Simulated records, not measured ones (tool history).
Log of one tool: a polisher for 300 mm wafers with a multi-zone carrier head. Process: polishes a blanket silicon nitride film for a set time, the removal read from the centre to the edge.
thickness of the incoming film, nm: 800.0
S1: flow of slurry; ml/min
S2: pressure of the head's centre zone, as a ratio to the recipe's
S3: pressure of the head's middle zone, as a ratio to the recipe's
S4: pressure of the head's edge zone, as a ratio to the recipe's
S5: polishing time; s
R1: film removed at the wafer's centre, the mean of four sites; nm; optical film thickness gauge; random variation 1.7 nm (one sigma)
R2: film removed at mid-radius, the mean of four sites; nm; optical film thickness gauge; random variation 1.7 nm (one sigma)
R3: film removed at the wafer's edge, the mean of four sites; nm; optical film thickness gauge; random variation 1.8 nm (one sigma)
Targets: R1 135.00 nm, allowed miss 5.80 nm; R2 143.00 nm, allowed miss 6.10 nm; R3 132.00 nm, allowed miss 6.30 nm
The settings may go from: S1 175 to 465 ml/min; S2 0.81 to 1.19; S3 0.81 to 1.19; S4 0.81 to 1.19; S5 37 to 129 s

| run | hour | S1 | S2 | S3 | S4 | S5 | R1 | R2 | R3 |
|---|---|---|---|---|---|---|---|---|---|
| 1 | 0.0 | 295 | 1.00 | 1.00 | 1.00 | 83 | 193.82 | 191.95 | 186.33 |
| 2 | 5.9 | 295 | 0.99 | 1.00 | 0.98 | 78 | 177.12 | 180.97 | 174.19 |
| 3 | 13.1 | 295 | 0.99 | 1.00 | 0.96 | 74 | 163.48 | 172.96 | 164.43 |
| 4 | 13.7 | 295 | 1.00 | 0.99 | 0.94 | 71 | 161.80 | 163.23 | 157.94 |
| 5 | 19.2 | 295 | 1.00 | 1.00 | 0.92 | 68 | 158.60 | 156.09 | 153.47 |
| 6 | 20.5 | 295 | 1.00 | 1.00 | 0.98 | 68 | 157.43 | 159.25 | 155.02 |
| 7 | 25.5 | 295 | 1.00 | 1.01 | 0.96 | 65 | 152.18 | 152.91 | 146.88 |
| 8 | 30.8 | 295 | 1.00 | 1.01 | 0.96 | 65 | 148.12 | 153.96 | 145.84 |
| 9 | 31.4 | 290 | 0.96 | 0.99 | 0.87 | 59 | 130.42 | 134.59 | 123.60 |

Which of these 5 next moves meets every target?
| A | 32.0 | 255 | 0.95 | 1.01 | 0.87 | 62 | ? | ? | ? |
| B | 32.0 | 240 | 0.97 | 0.97 | 1.14 | 56 | ? | ? | ? |
| C | 32.0 | 220 | 0.92 | 0.83 | 0.95 | 63 | ? | ? | ? |
| D | 32.0 | 230 | 1.09 | 1.17 | 0.81 | 54 | ? | ? | ? |
| E | 32.0 | 320 | 0.90 | 1.19 | 0.81 | 56 | ? | ? | ? |

| move | R1 | R2 | R3 |
|---|---|---|---|
| A | 136.19 | 143.82 | 131.40 |
| B | 124.93 | 124.90 | 132.74 |
| C | 132.09 | 122.68 | 137.47 |
| D | 135.17 | 140.80 | 110.40 |
| E | 118.81 | 152.05 | 116.63 |
A: meets every target
B: further off than the last run
C: further off than the last run
D: brings the result that was furthest off to its target, and leaves another outside
E: takes the result that was furthest off past its target
Answer: A
